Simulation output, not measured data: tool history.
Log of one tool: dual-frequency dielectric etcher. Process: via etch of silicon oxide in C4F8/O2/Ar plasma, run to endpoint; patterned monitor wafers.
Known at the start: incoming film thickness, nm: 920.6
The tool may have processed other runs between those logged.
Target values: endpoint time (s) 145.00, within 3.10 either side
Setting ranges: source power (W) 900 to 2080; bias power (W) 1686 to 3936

Run 1, day 0.000: source power (W) 1490, bias power (W) 2811. Result: endpoint time (s) 182.45.
Run 2, day 0.204: source power (W) 1740, bias power (W) 2811. Result: endpoint time (s) 164.40.
Run 3, day 0.517: source power (W) 1770, bias power (W) 2822. Result: endpoint time (s) 163.40.
Run 4, day 0.671: source power (W) 1880, bias power (W) 2822. Result: endpoint time (s) 158.84.
Run 5, day 1.008: source power (W) 1750, bias power (W) 2822. Result: endpoint time (s) 164.63.
Run 6, day 1.242: source power (W) 1750, bias power (W) 2994. Result: endpoint time (s) 160.31.
Run 7, day 1.446: source power (W) 1780, bias power (W) 3002. Result: endpoint time (s) 158.27.
Run 8, day 1.762: source power (W) 1810, bias power (W) 3009. Result: endpoint time (s) 157.73.
Run 9, day 2.104: source power (W) 1840, bias power (W) 3018. Result: endpoint time (s) 154.66.
Run 10, day 2.458: source power (W) 1860, bias power (W) 3023. Result: endpoint time (s) 153.94.

Of the 4 settings listed for the next run, only one would bring every result within its allowed miss of target. Which one?
Run A, day 2.812: source power (W) 1900, bias power (W) 3449. Result: endpoint time (s) ?.
Run B, day 2.812: source power (W) 1850, bias power (W) 2798. Result: endpoint time (s) ?.
Run C, day 2.812: source power (W) 1720, bias power (W) 3006. Result: endpoint time (s) ?.
Run D, day 2.812: source power (W) 1870, bias power (W) 2800. Result: endpoint time (s) ?.

move  endpoint time (s)
   A             145.28
   B             160.15
   C             162.25
   D             159.14
A: hits every target within its allowed miss
B: the biggest miss grows against the last run
C: the biggest miss grows against the last run
D: the biggest miss grows against the last run
A meets every target.
